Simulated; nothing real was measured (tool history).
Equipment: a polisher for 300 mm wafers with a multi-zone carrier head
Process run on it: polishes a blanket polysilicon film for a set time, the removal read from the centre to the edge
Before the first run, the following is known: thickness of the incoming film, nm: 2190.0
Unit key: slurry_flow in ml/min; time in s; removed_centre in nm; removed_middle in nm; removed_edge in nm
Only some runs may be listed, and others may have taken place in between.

| run | day | slurry_flow | centre_zone | middle_zone | edge_zone | time | removed_centre | removed_middle | removed_edge |
|---|---|---|---|---|---|---|---|---|---|
| 1 | 0 | 125 | 1 | 1 | 1 | 75 | 728.63 | 725.83 | 749.28 |
| 2 | 0.362 | 125 | 1 | 1 | 1 | 68 | 650.84 | 650.5 | 672.85 |
| 3 | 0.458 | 125 | 1 | 1 | 0.95 | 68 | 657.98 | 654.87 | 670.22 |
| 4 | 0.633 | 125 | 1 | 1 | 1.02 | 68 | 645 | 656.01 | 687.65 |
|  | 0.954 | slurry nozzle cleaned |
| 5 | 0.954 | 125 | 1 | 1 | 1.02 | 83 | 853.26 | 849.35 | 877.89 |
| 6 | 1.096 | 145 | 1 | 1 | 1.02 | 83 | 875.64 | 871.88 | 890.09 |

Run 7 is up next; what results do you expect?
| 7 | 1.129 | 150 | 0.98 | 1.03 | 1.04 | 84 | ? | ? | ? |

removed_centre: 871.96 nm
removed_middle: 910.08 nm
removed_edge: 903.23 nm
